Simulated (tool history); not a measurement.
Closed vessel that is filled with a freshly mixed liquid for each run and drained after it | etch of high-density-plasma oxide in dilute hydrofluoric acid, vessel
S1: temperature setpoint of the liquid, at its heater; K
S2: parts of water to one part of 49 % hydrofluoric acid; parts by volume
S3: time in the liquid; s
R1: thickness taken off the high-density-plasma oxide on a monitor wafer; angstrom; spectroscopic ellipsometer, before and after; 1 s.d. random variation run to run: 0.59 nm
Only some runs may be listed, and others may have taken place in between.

{"run": 1, "hour": 0.0, "S1": 293.15, "S2": 45, "S3": 330, "R1": 393.25}
{"run": 2, "hour": 8.8, "S1": 290.15, "S2": 45, "S3": 330, "R1": 346.82}
{"run": 3, "hour": 17.1, "S1": 290.15, "S2": 55, "S3": 330, "R1": 281.97}
{"run": 4, "hour": 20.8, "S1": 293.65, "S2": 45, "S3": 330, "R1": 397.16}
{"run": 5, "hour": 24.7, "S1": 293.65, "S2": 45, "S3": 330, "R1": 404.44}
{"run": 6, "hour": 26.6, "S1": 296.15, "S2": 40, "S3": 330, "R1": 505.24}

What will run 7 give?
{"run": 7, "hour": 31.0, "S1": 297.65, "S2": 35, "S3": 330, "R1": "?"}

{"run 7": {"R1": 621.43}}

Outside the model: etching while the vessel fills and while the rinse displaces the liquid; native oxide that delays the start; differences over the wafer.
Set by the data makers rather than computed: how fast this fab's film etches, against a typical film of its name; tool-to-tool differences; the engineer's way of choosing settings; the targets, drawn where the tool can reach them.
